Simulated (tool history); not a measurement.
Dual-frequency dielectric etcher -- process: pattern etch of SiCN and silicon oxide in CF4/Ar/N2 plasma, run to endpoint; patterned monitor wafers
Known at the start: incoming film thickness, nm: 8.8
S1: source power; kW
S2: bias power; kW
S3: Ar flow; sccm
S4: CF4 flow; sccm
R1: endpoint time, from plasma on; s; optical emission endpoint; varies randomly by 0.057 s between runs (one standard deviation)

{"run": 1, "hour": 0.0, "S1": 0.39, "S2": 0.065, "S3": 104, "S4": 52, "R1": 11.067}
{"run": 2, "hour": 8.7, "S1": 0.39, "S2": 0.065, "S3": 104, "S4": 56, "R1": 10.925}
{"run": 3, "hour": 14.4, "S1": 0.39, "S2": 0.065, "S3": 104, "S4": 52, "R1": 11.114}
{"run": 4, "hour": 22.7, "S1": 0.41, "S2": 0.065, "S3": 104, "S4": 52, "R1": 10.566}
{"run": 5, "hour": 30.3, "S1": 0.41, "S2": 0.056, "S3": 104, "S4": 52, "R1": 11.055}
{"run": 6, "hour": 33.6, "S1": 0.41, "S2": 0.056, "S3": 111, "S4": 52, "R1": 11.296}
{"run": 7, "hour": 39.2, "S1": 0.43, "S2": 0.056, "S3": 111, "S4": 52, "R1": 10.768}

Forecast run 8:
{"run": 8, "hour": 44.9, "S1": 0.44, "S2": 0.056, "S3": 111, "S4": 52, "R1": "?"}

R1: 10.468 s
